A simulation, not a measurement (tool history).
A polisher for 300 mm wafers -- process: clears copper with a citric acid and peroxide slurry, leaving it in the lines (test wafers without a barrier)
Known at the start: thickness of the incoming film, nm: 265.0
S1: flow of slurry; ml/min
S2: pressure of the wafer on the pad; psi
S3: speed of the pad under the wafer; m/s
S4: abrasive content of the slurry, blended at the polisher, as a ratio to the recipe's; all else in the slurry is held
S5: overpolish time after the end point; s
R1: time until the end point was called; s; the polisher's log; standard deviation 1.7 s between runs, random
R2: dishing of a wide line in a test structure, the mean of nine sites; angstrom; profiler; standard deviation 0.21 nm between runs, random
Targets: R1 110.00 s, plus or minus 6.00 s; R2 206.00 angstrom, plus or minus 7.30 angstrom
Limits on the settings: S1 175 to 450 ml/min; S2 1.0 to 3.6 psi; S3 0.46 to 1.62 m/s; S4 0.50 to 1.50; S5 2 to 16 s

run,day,S1,S2,S3,S4,S5,R1,R2
1,0.000,290,2.3,1.04,1.00,8,169.69,111.57
2,0.212,290,2.6,1.04,1.00,9,151.50,139.67
3,0.354,290,2.9,1.04,1.00,9,131.96,154.41
4,0.475,290,2.9,1.04,1.00,10,135.88,172.96
5,0.533,290,2.9,1.04,0.80,10,141.70,162.24
6,0.725,290,3.1,1.04,0.80,10,136.91,171.57
7,0.896,290,3.3,1.06,0.80,10,120.53,183.35
8,1.267,290,3.4,1.06,0.80,10,118.70,190.21
9,1.488,290,3.5,1.06,0.80,10,116.56,200.82

Consider the 5 candidate settings below. Which is the only one whose results all fall within their allowed miss of target?
A,1.708,270,3.6,1.20,0.80,9,?,?
B,1.708,245,3.6,1.10,0.85,10,?,?
C,1.708,295,3.6,0.88,0.90,11,?,?
D,1.708,315,3.5,1.14,0.85,9,?,?
E,1.708,315,3.4,0.98,0.85,11,?,?

move,R1,R2
A,105.44,196.69
B,111.36,206.26
C,123.61,204.55
D,109.04,190.46
E,123.31,204.69
A: brings the result that was furthest off to its target, and leaves another outside
B: all results in spec
C: moves away from the targets compared with the last run
D: brings the result that was furthest off to its target, and leaves another outside
E: moves away from the targets compared with the last run
The move that meets every target is B.
